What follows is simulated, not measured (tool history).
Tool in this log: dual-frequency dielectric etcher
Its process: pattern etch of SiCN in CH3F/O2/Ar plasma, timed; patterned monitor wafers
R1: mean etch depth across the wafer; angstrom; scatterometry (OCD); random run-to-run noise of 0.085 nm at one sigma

Run 1, hour 0.0: source power (W) 400, bias power (W) 69, etch time (s) 31.0. Result: R1 105.66 angstrom.
Run 2, hour 7.2: source power (W) 400, bias power (W) 69, etch time (s) 31.0. Result: R1 106.55 angstrom.
Run 3, hour 10.2: source power (W) 400, bias power (W) 69, etch time (s) 31.0. Result: R1 105.90 angstrom.
Run 4, hour 17.0: source power (W) 420, bias power (W) 70, etch time (s) 31.0. Result: R1 108.51 angstrom.
Run 5, hour 22.6: source power (W) 430, bias power (W) 71, etch time (s) 31.0. Result: R1 110.90 angstrom.
Run 6, hour 25.9: source power (W) 440, bias power (W) 71, etch time (s) 31.0. Result: R1 110.87 angstrom.
Run 7, hour 28.7: source power (W) 450, bias power (W) 72, etch time (s) 31.0. Result: R1 112.85 angstrom.
Run 8, hour 35.5: source power (W) 460, bias power (W) 73, etch time (s) 31.0. Result: R1 112.76 angstrom.
Run 9, hour 38.9: source power (W) 460, bias power (W) 73, etch time (s) 31.0. Result: R1 113.21 angstrom.
Run 10, hour 44.0: source power (W) 470, bias power (W) 74, etch time (s) 31.0. Result: R1 115.32 angstrom.
Run 11, hour 48.8: source power (W) 480, bias power (W) 74, etch time (s) 31.0. Result: R1 114.45 angstrom.
Run 12, hour 51.3: source power (W) 490, bias power (W) 75, etch time (s) 31.0. Result: R1 116.69 angstrom.

What will run 13 give?
Run 13, hour 54.5: source power (W) 500, bias power (W) 75, etch time (s) 31.0. Result: R1 ?.

Run 13 produced R1 118.96 angstrom.
